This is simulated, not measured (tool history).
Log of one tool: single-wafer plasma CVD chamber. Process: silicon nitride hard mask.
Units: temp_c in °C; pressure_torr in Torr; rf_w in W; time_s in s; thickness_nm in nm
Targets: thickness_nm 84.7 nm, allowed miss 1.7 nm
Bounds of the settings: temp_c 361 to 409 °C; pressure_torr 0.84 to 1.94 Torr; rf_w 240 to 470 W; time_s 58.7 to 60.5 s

run	hour	temp_c	pressure_torr	rf_w	time_s	thickness_nm
1	0	385	1.39	355	58.7	72.819
2	6.7	395	1.39	355	58.7	72.622
3	7.4	395	1.53	365	58.8	75.794
4	12	395	1.53	365	60.5	78.216
5	16.8	395	1.29	365	60.5	74.961
6	25.4	395	1.43	375	60.5	78.315
7	34.1	395	1.52	380	60.5	80.118
8	39.2	395	1.59	385	60.5	81.377

5 next moves are on the table. One of them brings every result within its allowed miss. Which?
A	44.3	382	1.73	385	60.5	?
B	44.3	391	1.71	380	59.1	?
C	44.3	396	1.59	375	58.8	?
D	44.3	391	1.73	420	60.5	?
E	44.3	391	1.76	415	60.5	?

move	thickness_nm
A	84.112
B	80.903
C	78.205
D	88.391
E	88.102
A: meets every target
B: further off than the last run
C: further off than the last run
D: takes the result that was furthest off past its target
E: takes the result that was furthest off past its target
Move A is the one to make.

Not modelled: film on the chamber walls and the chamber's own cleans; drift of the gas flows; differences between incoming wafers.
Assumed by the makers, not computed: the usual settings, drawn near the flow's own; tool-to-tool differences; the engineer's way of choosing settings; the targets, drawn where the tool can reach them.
